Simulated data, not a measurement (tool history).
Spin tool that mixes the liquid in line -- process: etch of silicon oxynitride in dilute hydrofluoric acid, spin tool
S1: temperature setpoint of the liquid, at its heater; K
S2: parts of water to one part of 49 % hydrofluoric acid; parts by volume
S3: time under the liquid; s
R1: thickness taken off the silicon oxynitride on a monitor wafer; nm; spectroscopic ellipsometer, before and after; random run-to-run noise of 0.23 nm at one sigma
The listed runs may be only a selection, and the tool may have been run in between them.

run,hour,S1,S2,S3,R1
1,0.0,298.15,50,325,34.754
2,7.3,298.15,35,325,49.853
3,14.3,297.15,35,325,48.180
4,18.7,298.65,35,325,51.432
# hour 25.1: thermometer replaced
5,25.1,295.15,35,325,41.434
6,25.7,292.15,35,325,35.607
7,28.9,291.65,35,325,34.027
8,31.3,291.65,35,325,34.510

Run 9 is up next; what results do you expect?
9,37.2,290.65,40,325,?

Logged for run 9: R1 28.493 nm.
